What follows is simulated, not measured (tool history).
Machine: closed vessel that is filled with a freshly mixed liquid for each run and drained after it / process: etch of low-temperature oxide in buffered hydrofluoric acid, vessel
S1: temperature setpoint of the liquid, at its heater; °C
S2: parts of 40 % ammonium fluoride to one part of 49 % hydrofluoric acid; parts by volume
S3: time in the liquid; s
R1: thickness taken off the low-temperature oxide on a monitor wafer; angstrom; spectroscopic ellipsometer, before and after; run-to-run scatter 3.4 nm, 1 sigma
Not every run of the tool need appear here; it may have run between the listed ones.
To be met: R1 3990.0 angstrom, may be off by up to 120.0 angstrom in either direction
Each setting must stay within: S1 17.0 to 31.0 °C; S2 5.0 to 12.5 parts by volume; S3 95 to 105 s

Run 1, day 0.000: S1 23.0 °C, S2 7.5 parts by volume, S3 95 s. Result: R1 5716.7 angstrom.
Run 2, day 0.267: S1 26.5 °C, S2 7.5 parts by volume, S3 95 s. Result: R1 6913.6 angstrom.
Run 3, day 0.654: S1 26.5 °C, S2 7.5 parts by volume, S3 105 s. Result: R1 7631.8 angstrom.
Run 4, day 1.033: S1 28.5 °C, S2 7.5 parts by volume, S3 105 s. Result: R1 8326.2 angstrom.
Run 5, day 1.262: S1 25.0 °C, S2 8.0 parts by volume, S3 105 s. Result: R1 6470.3 angstrom.
Run 6, day 1.408: S1 25.0 °C, S2 8.0 parts by volume, S3 95 s. Result: R1 5886.0 angstrom.
Run 7, day 1.762: S1 21.0 °C, S2 8.0 parts by volume, S3 95 s. Result: R1 4765.3 angstrom.
Run 8, day 2.121: S1 20.0 °C, S2 8.0 parts by volume, S3 95 s. Result: R1 4554.3 angstrom.
Run 9, day 2.250: S1 19.0 °C, S2 8.0 parts by volume, S3 95 s. Result: R1 4214.3 angstrom.

Below are 4 possible settings for the next run. Only one of them brings all results inside the allowed miss of their targets. Which is it?
Run A, day 2.379: S1 17.0 °C, S2 8.0 parts by volume, S3 95 s. Result: R1 ?.
Run B, day 2.379: S1 17.0 °C, S2 7.5 parts by volume, S3 95 s. Result: R1 ?.
Run C, day 2.379: S1 18.0 °C, S2 8.5 parts by volume, S3 95 s. Result: R1 ?.
Run D, day 2.379: S1 19.5 °C, S2 9.5 parts by volume, S3 95 s. Result: R1 ?.

move      R1
   A  3732.7
   B  4002.9
   C  3699.7
   D  3657.5
A: carries the result that was furthest off beyond its target, to the other side
B: in spec on every target
C: carries the result that was furthest off beyond its target, to the other side
D: carries the result that was furthest off beyond its target, to the other side
So the answer is move B, the one that meets all the targets.
